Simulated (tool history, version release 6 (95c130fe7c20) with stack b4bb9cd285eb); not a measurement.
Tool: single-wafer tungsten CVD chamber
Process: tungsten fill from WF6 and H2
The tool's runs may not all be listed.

run	hour	heater temperature setpoint (°C)	chamber pressure (Pa)	deposition time (s)	mean film thickness on the monitor wafer (Å)
1	0	390	6893	20.3	664.7
2	5	387	6853	20.3	641.22
3	8.4	384	6813	20.3	602.72
4	15	382	6786	20.3	581.16
5	16	382	7706	20.3	627.86
6	24	382	8826	20.3	659.27

Forecast run 7:
7	26.8	379	8786	20.3	?

{"run 7": {"mean film thickness on the monitor wafer (Å)": 632.64}}

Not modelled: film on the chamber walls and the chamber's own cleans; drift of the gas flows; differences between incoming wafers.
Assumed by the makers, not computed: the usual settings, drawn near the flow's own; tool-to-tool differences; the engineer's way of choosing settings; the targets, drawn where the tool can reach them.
